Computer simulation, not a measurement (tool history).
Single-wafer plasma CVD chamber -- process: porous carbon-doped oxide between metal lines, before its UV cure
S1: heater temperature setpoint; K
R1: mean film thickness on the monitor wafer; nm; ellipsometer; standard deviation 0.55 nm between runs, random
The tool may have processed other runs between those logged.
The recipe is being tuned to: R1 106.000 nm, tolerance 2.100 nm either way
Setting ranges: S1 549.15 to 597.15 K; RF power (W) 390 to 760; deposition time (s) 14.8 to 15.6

Run 1, hour 0.0: S1 573.15 K, RF power (W) 575, deposition time (s) 15.6. Result: R1 98.184 nm.
Run 2, hour 6.8: S1 581.15 K, RF power (W) 575, deposition time (s) 15.6. Result: R1 92.568 nm.
Run 3, hour 14.1: S1 578.15 K, RF power (W) 580, deposition time (s) 15.6. Result: R1 96.334 nm.
Run 4, hour 19.9: S1 576.15 K, RF power (W) 580, deposition time (s) 15.6. Result: R1 95.867 nm.
Run 5, hour 24.6: S1 573.15 K, RF power (W) 585, deposition time (s) 15.6. Result: R1 99.908 nm.
Run 6, hour 30.6: S1 573.15 K, RF power (W) 535, deposition time (s) 15.6. Result: R1 90.704 nm.
At hour 33.1: thermocouple changed; heater temperature recalibrated.
Run 7, hour 33.1: S1 569.15 K, RF power (W) 540, deposition time (s) 15.6. Result: R1 93.404 nm.
Run 8, hour 36.8: S1 566.15 K, RF power (W) 545, deposition time (s) 15.6. Result: R1 95.644 nm.
Run 9, hour 43.7: S1 564.15 K, RF power (W) 550, deposition time (s) 15.6. Result: R1 97.449 nm.

Which of these 5 next moves meets every target?
Run A, hour 50.6: S1 567.15 K, RF power (W) 575, deposition time (s) 15.6. Result: R1 ?.
Run B, hour 50.6: S1 564.15 K, RF power (W) 565, deposition time (s) 15.6. Result: R1 ?.
Run C, hour 50.6: S1 552.15 K, RF power (W) 550, deposition time (s) 15.6. Result: R1 ?.
Run D, hour 50.6: S1 555.15 K, RF power (W) 560, deposition time (s) 14.8. Result: R1 ?.
Run E, hour 50.6: S1 549.15 K, RF power (W) 465, deposition time (s) 15.4. Result: R1 ?.

move       R1
   A  100.080
   B  100.340
   C  106.150
   D  100.570
   E   88.540
A: gains on the last run, yet a result remains outside its allowed miss
B: gains on the last run, yet a result remains outside its allowed miss
C: all results in spec
D: gains on the last run, yet a result remains outside its allowed miss
E: further off than the last run
C is the move that brings every result within its allowed miss.
